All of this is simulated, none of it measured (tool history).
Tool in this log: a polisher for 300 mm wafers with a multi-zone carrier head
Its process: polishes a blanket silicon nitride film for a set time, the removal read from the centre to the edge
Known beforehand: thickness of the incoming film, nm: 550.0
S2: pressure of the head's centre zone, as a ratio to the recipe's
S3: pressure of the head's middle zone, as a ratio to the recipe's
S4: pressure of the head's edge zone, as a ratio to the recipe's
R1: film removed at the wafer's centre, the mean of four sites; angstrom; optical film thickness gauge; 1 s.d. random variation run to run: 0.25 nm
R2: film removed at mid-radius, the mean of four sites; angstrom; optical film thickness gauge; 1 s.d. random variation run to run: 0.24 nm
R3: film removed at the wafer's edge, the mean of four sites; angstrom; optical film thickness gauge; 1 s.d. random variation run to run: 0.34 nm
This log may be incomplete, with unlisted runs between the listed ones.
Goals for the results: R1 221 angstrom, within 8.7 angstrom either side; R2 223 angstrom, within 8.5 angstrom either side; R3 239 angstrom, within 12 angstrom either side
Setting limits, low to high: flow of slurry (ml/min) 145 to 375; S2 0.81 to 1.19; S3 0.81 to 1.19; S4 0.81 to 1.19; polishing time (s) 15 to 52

run 1 hour=0 | flow_of_slurry_(ml/min)=240 S2=1 S3=1 S4=1 polishing_time_(s)=33 | R1=466.12 R2=468.88 R3=445.77
run 2 hour=6.3 | flow_of_slurry_(ml/min)=220 S2=0.97 S3=0.97 S4=0.98 polishing_time_(s)=29 | R1=385.51 R2=391.37 R3=394.2
run 3 hour=9 | flow_of_slurry_(ml/min)=205 S2=0.96 S3=0.96 S4=0.95 polishing_time_(s)=26 | R1=332.04 R2=347.31 R3=356.68
run 4 hour=13.5 | flow_of_slurry_(ml/min)=205 S2=0.96 S3=0.96 S4=0.92 polishing_time_(s)=26 | R1=336.62 R2=346.55 R3=342.85
run 5 hour=15.3 | flow_of_slurry_(ml/min)=205 S2=0.96 S3=0.89 S4=0.92 polishing_time_(s)=26 | R1=335.59 R2=329.67 R3=341.72
run 6 hour=21.3 | flow_of_slurry_(ml/min)=205 S2=0.96 S3=0.89 S4=0.87 polishing_time_(s)=26 | R1=340.19 R2=326.48 R3=335.36
run 7 hour=23.8 | flow_of_slurry_(ml/min)=205 S2=0.96 S3=0.89 S4=0.87 polishing_time_(s)=26 | R1=343.02 R2=326.17 R3=333.22
run 8 hour=27 | flow_of_slurry_(ml/min)=205 S2=0.95 S3=0.88 S4=0.86 polishing_time_(s)=24 | R1=307.01 R2=292.71 R3=303.62
run 9 hour=33.3 | flow_of_slurry_(ml/min)=195 S2=0.85 S3=0.84 S4=0.81 polishing_time_(s)=17 | R1=191.58 R2=202.97 R3=212.76
run 10 hour=37.5 | flow_of_slurry_(ml/min)=210 S2=0.86 S3=0.84 S4=0.83 polishing_time_(s)=17 | R1=199.58 R2=204.91 R3=217.44
-- hour=38.6 edge zone pressure recalibrated
run 11 hour=38.6 | flow_of_slurry_(ml/min)=215 S2=0.87 S3=0.85 S4=0.85 polishing_time_(s)=17 | R1=204.86 R2=204.86 R3=229.72
run 12 hour=41.5 | flow_of_slurry_(ml/min)=215 S2=0.88 S3=0.86 S4=0.85 polishing_time_(s)=17 | R1=203.55 R2=209.79 R3=222.84
run 13 hour=43.3 | flow_of_slurry_(ml/min)=215 S2=0.89 S3=0.86 S4=0.86 polishing_time_(s)=17 | R1=206.28 R2=210.52 R3=232.44
run 14 hour=43.9 | flow_of_slurry_(ml/min)=215 S2=0.9 S3=0.87 S4=0.86 polishing_time_(s)=17 | R1=204.38 R2=211.74 R3=227.72
run 15 hour=48.9 | flow_of_slurry_(ml/min)=215 S2=0.91 S3=0.87 S4=0.86 polishing_time_(s)=17 | R1=209.57 R2=211.36 R3=227.38
run 16 hour=50.8 | flow_of_slurry_(ml/min)=215 S2=0.92 S3=0.88 S4=0.87 polishing_time_(s)=17 | R1=214.79 R2=212.49 R3=226.15
run 17 hour=58.3 | flow_of_slurry_(ml/min)=230 S2=0.9 S3=0.9 S4=0.92 polishing_time_(s)=18 | R1=225.5 R2=231.08 R3=255.2
run 18 hour=63.5 | flow_of_slurry_(ml/min)=230 S2=0.9 S3=0.9 S4=0.91 polishing_time_(s)=18 | R1=223.3 R2=230.01 R3=252.76
run 19 hour=64.4 | flow_of_slurry_(ml/min)=230 S2=0.9 S3=0.9 S4=0.9 polishing_time_(s)=18 | R1=224.43 R2=227.81 R3=244.7

Exercise: of the 5 proposed moves below, exactly one satisfies all targets within the stated allowed misses. Which move is it?
run A hour=65.3 | flow_of_slurry_(ml/min)=205 S2=0.97 S3=0.95 S4=0.97 polishing_time_(s)=17 | R1=? R2=? R3=?
run B hour=65.3 | flow_of_slurry_(ml/min)=180 S2=1 S3=0.88 S4=1.04 polishing_time_(s)=17 | R1=? R2=? R3=?
run C hour=65.3 | flow_of_slurry_(ml/min)=185 S2=0.84 S3=0.85 S4=0.97 polishing_time_(s)=19 | R1=? R2=? R3=?
run D hour=65.3 | flow_of_slurry_(ml/min)=245 S2=0.95 S3=0.85 S4=0.95 polishing_time_(s)=18 | R1=? R2=? R3=?
run E hour=65.3 | flow_of_slurry_(ml/min)=170 S2=0.83 S3=0.88 S4=0.97 polishing_time_(s)=19 | R1=? R2=? R3=?

move=A R1=222.47 R2=228.74 R3=241.8
move=B R1=223.57 R2=209.79 R3=245.99
move=C R1=210.73 R2=229.24 R3=267.14
move=D R1=237.21 R2=226.63 R3=258.83
move=E R1=204.49 R2=232.12 R3=263.9
A: each result inside its tolerance
B: pushes the last run's worst result past its target
C: brings the result that was furthest off to its target, and leaves another outside
D: brings the result that was furthest off to its target, and leaves another outside
E: lands further from the targets than the last run did
Correct choice: A, which meets every target
